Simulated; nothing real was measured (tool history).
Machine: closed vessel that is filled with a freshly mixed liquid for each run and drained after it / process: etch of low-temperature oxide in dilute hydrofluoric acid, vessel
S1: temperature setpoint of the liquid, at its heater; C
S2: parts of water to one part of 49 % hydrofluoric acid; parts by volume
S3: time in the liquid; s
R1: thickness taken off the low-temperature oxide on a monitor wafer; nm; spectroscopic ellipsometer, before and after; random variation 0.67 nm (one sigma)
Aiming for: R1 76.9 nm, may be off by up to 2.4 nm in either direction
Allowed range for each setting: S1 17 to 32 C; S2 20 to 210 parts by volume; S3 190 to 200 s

{"run": 1, "day": 0.0, "S1": 24, "S2": 115, "S3": 190, "R1": 17.219}
{"run": 2, "day": 0.325, "S1": 26, "S2": 95, "S3": 190, "R1": 23.18}
{"run": 3, "day": 0.642, "S1": 26, "S2": 95, "S3": 190, "R1": 22.694}
{"run": 4, "day": 1.0, "S1": 26, "S2": 70, "S3": 190, "R1": 32.848}
{"run": 5, "day": 1.367, "S1": 26, "S2": 70, "S3": 190, "R1": 32.28}
{"run": 6, "day": 1.608, "S1": 26, "S2": 70, "S3": 190, "R1": 32.306}
{"run": 7, "day": 1.796, "S1": 27, "S2": 60, "S3": 190, "R1": 40.409}
{"run": 8, "day": 2.171, "S1": 28, "S2": 55, "S3": 190, "R1": 46.24}
{"run": 9, "day": 2.233, "S1": 32, "S2": 25, "S3": 190, "R1": 121.69}
{"run": 10, "day": 2.458, "S1": 28, "S2": 25, "S3": 190, "R1": 104.75}
{"run": 11, "day": 2.562, "S1": 26.5, "S2": 25, "S3": 190, "R1": 98.105}
{"run": 12, "day": 2.738, "S1": 26.5, "S2": 25, "S3": 190, "R1": 98.059}
{"run": 13, "day": 3.117, "S1": 25, "S2": 25, "S3": 190, "R1": 93.821}
{"run": 14, "day": 3.433, "S1": 24, "S2": 25, "S3": 190, "R1": 87.511}

5 next moves are on the table. One of them brings every result within its allowed miss. Which?
{"run": "A", "day": 3.75, "S1": 21.5, "S2": 20, "S3": 195, "R1": "?"}
{"run": "B", "day": 3.75, "S1": 20, "S2": 20, "S3": 200, "R1": "?"}
{"run": "C", "day": 3.75, "S1": 26, "S2": 35, "S3": 200, "R1": "?"}
{"run": "D", "day": 3.75, "S1": 24.5, "S2": 30, "S3": 195, "R1": "?"}
{"run": "E", "day": 3.75, "S1": 21.5, "S2": 30, "S3": 200, "R1": "?"}

move=A R1=103.51
move=B R1=99.5
move=C R1=71.832
move=D R1=77.329
move=E R1=69.891
A: its largest miss is bigger than the last run's
B: its largest miss is bigger than the last run's
C: the result that was furthest off in the last run now lies on the other side of its target
D: meets every target
E: the result that was furthest off in the last run now lies on the other side of its target
So the answer is move D, the one that meets all the targets.

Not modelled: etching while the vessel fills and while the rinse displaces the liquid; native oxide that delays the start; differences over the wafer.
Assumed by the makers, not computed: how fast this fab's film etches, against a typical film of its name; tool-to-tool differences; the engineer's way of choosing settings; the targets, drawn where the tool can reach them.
